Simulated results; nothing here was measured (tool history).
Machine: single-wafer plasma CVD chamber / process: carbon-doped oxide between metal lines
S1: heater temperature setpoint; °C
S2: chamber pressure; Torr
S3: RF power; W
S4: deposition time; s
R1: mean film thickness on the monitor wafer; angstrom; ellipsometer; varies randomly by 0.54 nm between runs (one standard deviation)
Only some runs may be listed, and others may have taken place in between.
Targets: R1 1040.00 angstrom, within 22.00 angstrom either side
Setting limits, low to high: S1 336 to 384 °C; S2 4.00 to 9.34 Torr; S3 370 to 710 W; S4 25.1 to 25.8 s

run    day   S1    S2   S3    S4       R1
  1  0.000  360  6.67  540  25.1  1281.20
  2  0.308  362  6.54  510  25.1  1230.40
  3  0.533  362  7.00  510  25.1  1252.70
  4  0.750  363  6.57  490  25.1  1208.90
  5  0.850  363  7.19  490  25.1  1218.70
  6  0.875  363  7.19  490  25.1  1236.40
  7  0.938  364  6.71  475  25.1  1184.90
  8  1.038  365  6.34  465  25.1  1180.60
  9  1.158  368  6.07  445  25.1  1124.60
 10  1.488  369  5.89  440  25.1  1105.70
 11  1.817  370  5.76  435  25.1  1097.70
 12  1.858  371  5.64  430  25.1  1075.00
 13  2.154  372  5.58  430  25.1  1080.70
 14  2.308  373  5.48  425  25.1  1066.40

Which single option among these 5 for the next run brings every result within its allowed miss of target? Just one does.
  A  2.462  371  5.18  380  25.1   ?
  B  2.462  384  5.68  385  25.1   ?
  C  2.462  377  7.13  370  25.1   ?
  D  2.462  372  5.96  440  25.1   ?
  E  2.462  376  6.08  405  25.1   ?

move       R1
   A   986.36
   B   983.83
   C  1003.70
   D  1105.20
   E  1043.70
A: pushes the last run's worst result past its target
B: pushes the last run's worst result past its target
C: pushes the last run's worst result past its target
D: the biggest miss grows against the last run
E: all results land within tolerance of their targets
E is the move that brings every result within its allowed miss.
